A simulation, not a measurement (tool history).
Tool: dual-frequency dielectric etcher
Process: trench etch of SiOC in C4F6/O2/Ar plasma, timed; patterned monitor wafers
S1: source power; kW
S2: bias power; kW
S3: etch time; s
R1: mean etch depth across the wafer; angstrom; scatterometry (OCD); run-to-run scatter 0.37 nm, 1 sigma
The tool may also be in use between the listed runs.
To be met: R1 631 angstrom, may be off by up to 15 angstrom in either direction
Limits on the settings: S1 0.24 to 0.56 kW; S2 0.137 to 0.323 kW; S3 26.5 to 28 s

run,day,S1,S2,S3,R1
1,0,0.4,0.23,26.5,524.46
2,0.112,0.37,0.23,26.5,510.23
3,0.375,0.39,0.237,26.5,532.68
4,0.662,0.34,0.237,26.5,491.7
5,0.729,0.37,0.24,26.5,518.24
6,0.9,0.39,0.242,26.5,526.01
7,1.033,0.41,0.246,26.5,554
8,1.296,0.49,0.254,26.5,602.44
9,1.392,0.5,0.255,26.5,604.57
10,1.696,0.51,0.256,26.5,610.05
11,2.038,0.51,0.257,26.5,614.04
12,2.308,0.51,0.258,26.5,619.01

Which of these 4 next moves meets every target?
A,2.579,0.51,0.264,27,?
B,2.579,0.5,0.223,28,?
C,2.579,0.47,0.268,26.5,?
D,2.579,0.46,0.261,26.5,?

move,R1
A,635.28
B,609.45
C,605.48
D,593.28
A: all results in spec
B: the biggest miss grows against the last run
C: the biggest miss grows against the last run
D: the biggest miss grows against the last run
Go with A: it meets all targets.
